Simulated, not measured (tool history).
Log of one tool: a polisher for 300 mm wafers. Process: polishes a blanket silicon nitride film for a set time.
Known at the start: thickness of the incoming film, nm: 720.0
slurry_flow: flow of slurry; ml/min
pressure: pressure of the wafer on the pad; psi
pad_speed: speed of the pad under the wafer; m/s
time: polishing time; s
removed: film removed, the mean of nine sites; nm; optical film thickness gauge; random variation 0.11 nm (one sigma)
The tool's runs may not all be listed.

run,hour,slurry_flow,pressure,pad_speed,time,removed
1,0,320,4,1.22,16,32.096
2,1.9,320,4,1.22,14,28.406
3,6.4,280,4,1.22,14,28.474
4,10.9,275,3.7,1.2,14,26.291
5,14.4,275,3.7,1.34,14,28.035
6,21,270,3.5,1.3,14,26.221

Run 7 comes next. What will it give?
7,28.4,265,3.3,1.26,14,?

removed: 24.711 nm

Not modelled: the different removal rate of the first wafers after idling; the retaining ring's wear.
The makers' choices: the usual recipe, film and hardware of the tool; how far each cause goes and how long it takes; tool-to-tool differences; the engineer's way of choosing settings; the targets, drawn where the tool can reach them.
